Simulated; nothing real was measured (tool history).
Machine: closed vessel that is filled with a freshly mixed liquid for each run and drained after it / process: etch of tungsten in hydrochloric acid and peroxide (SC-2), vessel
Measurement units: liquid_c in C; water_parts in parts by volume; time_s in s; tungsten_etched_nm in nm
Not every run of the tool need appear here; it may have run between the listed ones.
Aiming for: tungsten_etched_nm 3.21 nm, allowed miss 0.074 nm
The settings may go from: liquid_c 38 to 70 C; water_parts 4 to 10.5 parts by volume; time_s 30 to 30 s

run	hour	liquid_c	water_parts	time_s	tungsten_etched_nm
1	0	54	5.5	30	7.746
2	5.2	50.5	5.5	30	6.0913
3	12.7	48	5.5	30	5.2117
4	16.4	48	5.5	30	5.1749
5	20.9	46.5	5.5	30	4.6809
6	29	45	5.5	30	4.2147
7	36.6	40	5.5	30	2.9698
8	44.5	40.5	5.5	30	3.0927

Which single option among these 4 for the next run brings every result within its allowed miss of target? Just one does.
A	52.4	39.5	5	30	?
B	52.4	41	6	30	?
C	52.4	42	6	30	?
D	52.4	39	5	30	?

move	tungsten_etched_nm
A	3.0182
B	2.9372
C	3.1512
D	2.9124
A: misses by more than the last run did
B: misses by more than the last run did
C: all results in spec
D: misses by more than the last run did
Answer: C
